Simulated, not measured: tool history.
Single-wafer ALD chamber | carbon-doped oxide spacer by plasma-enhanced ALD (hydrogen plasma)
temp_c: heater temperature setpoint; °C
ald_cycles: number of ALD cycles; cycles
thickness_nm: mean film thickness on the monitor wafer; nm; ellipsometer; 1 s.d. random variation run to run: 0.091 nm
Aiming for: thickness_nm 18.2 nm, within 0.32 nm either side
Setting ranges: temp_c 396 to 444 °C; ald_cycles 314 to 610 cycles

run  hour  temp_c  ald_cycles  thickness_nm
  1     0     420         462        20.454
  2   8.4     412         462        20.739
  3   9.2     412         487        22.115
  4  10.5     413         479        21.746
  5  16.1     413         448        20.347
  6  18.4     415         445         19.89
  7  22.1     417         443        19.632
  8  30.6     418         441         19.66
  9  39.5     430         411        17.437
 10    42     429         412        17.664
 11  45.5     428         413        17.643
 12  51.6     427         414        17.653
 13    53     426         415        17.979

Consider the 4 candidate settings below. Which is the only one whose results all fall within their allowed miss of target?
  A  54.4     439         426             ?
  B  54.4     426         409             ?
  C  54.4     429         428             ?
  D  54.4     434         413             ?

move  thickness_nm
   A        17.441
   B        17.596
   C        18.208
   D         17.24
A: misses by more than the last run did
B: misses by more than the last run did
C: all results land within tolerance of their targets
D: misses by more than the last run did
So the answer is move C, the one that meets all the targets.

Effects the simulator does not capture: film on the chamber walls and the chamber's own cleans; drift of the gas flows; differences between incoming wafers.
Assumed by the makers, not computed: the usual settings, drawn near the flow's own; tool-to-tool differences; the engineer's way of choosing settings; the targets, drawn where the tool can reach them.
